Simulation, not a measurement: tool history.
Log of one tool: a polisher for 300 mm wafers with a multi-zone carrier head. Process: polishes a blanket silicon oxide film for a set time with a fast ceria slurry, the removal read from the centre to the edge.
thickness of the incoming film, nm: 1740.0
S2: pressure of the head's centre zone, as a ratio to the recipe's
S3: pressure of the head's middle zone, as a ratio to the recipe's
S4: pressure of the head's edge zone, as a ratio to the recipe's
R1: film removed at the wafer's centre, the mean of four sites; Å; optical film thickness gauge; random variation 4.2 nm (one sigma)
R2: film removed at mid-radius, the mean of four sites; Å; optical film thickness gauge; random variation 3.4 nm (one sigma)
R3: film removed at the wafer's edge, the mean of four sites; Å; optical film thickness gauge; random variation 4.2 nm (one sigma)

Run 1, hour 0: flow of slurry (ml/min) 160, S2 1, S3 1, S4 1, polishing time (s) 58. Result: R1 5225.1 Å, R2 5179.1 Å, R3 5243.3 Å.
Run 2, hour 1.6: flow of slurry (ml/min) 160, S2 1, S3 1, S4 1, polishing time (s) 69. Result: R1 6208.7 Å, R2 6113.9 Å, R3 6095.6 Å.
Run 3, hour 8.6: flow of slurry (ml/min) 160, S2 1, S3 1, S4 1, polishing time (s) 55. Result: R1 4907.5 Å, R2 4817.6 Å, R3 4861 Å.
Run 4, hour 9.7: flow of slurry (ml/min) 160, S2 1.06, S3 1, S4 1, polishing time (s) 55. Result: R1 5243.3 Å, R2 4854.4 Å, R3 4931.9 Å.
Run 5, hour 16.4: flow of slurry (ml/min) 160, S2 1.06, S3 1, S4 1.05, polishing time (s) 55. Result: R1 5375.8 Å, R2 4917.1 Å, R3 5062.4 Å.
Run 6, hour 17.5: flow of slurry (ml/min) 155, S2 1.04, S3 0.97, S4 1, polishing time (s) 50. Result: R1 4674.2 Å, R2 4234.5 Å, R3 4527.9 Å.

The next listed run, before its measurement:
Run 7, hour 22.8: flow of slurry (ml/min) 150, S2 1.02, S3 0.96, S4 0.96, polishing time (s) 47. Result: R1 ?, R2 ?, R3 ?.

{"run 7": {"R1": 4131.4, "R2": 3929, "R3": 4148.1}}

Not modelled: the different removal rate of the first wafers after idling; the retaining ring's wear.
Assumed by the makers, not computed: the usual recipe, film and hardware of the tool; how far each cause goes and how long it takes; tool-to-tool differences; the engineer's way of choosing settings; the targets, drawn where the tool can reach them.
